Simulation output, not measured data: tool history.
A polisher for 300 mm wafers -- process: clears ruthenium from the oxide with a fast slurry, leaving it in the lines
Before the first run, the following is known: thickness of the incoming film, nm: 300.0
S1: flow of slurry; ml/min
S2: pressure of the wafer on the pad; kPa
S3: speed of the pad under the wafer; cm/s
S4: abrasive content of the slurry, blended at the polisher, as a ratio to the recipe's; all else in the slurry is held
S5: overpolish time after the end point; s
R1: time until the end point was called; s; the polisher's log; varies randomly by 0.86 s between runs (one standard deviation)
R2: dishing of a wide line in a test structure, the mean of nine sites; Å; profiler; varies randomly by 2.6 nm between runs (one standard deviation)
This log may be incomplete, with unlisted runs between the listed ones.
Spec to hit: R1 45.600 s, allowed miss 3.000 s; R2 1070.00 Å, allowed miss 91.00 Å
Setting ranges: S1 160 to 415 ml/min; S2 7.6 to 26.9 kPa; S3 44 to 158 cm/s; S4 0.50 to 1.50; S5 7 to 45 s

run  hour   S1    S2   S3    S4  S5      R1       R2
  1   0.0  265  17.2  100  1.00  23  66.712   819.16
  2   6.3  265  17.2  100  1.00  28  68.142   995.81
  3  14.4  265  17.2  100  1.15  28  59.159  1037.30
  4  15.9  265  17.2   90  1.15  28  68.867   930.68
  5  17.0  265  18.6   90  1.15  27  61.638  1008.00
  6  18.5  265  18.6   90  1.15  34  61.602  1161.40
  7  26.3  265  19.3   90  1.15  32  59.895  1141.90
  8  28.6  265  20.0   90  1.15  30  59.103  1103.70
  9  37.6  265  20.7   90  1.15  28  57.868  1052.60
 10  41.2  265  21.4   90  1.15  27  55.760  1114.60
 11  46.2  265  22.1   90  1.15  25  52.308  1056.90
 12  52.9  265  22.8   90  1.15  24  52.401  1046.00
 13  58.8  265  23.4   90  1.15  23  51.773  1026.60
 14  63.9  265  24.1   90  1.15  23  49.349  1047.00

Exactly one of the 4 candidate moves below puts every result within its allowed miss. Which one?
  A  69.0  250  24.1   92  1.25  22   ?   ?
  B  69.0  245  26.9  100  1.15  25   ?   ?
  C  69.0  260  25.5   90  0.95  18   ?   ?
  D  69.0  275  22.8   94  1.35  17   ?   ?

move      R1       R2
   A  48.021  1046.20
   B  41.526  1284.20
   C  53.452   815.62
   D  47.785   853.68
A: meets every target
B: the result that was furthest off in the last run now lies on the other side of its target
C: its largest miss is bigger than the last run's
D: brings the last run's worst result on target, with another outside its allowed miss
The move that meets every target is A.
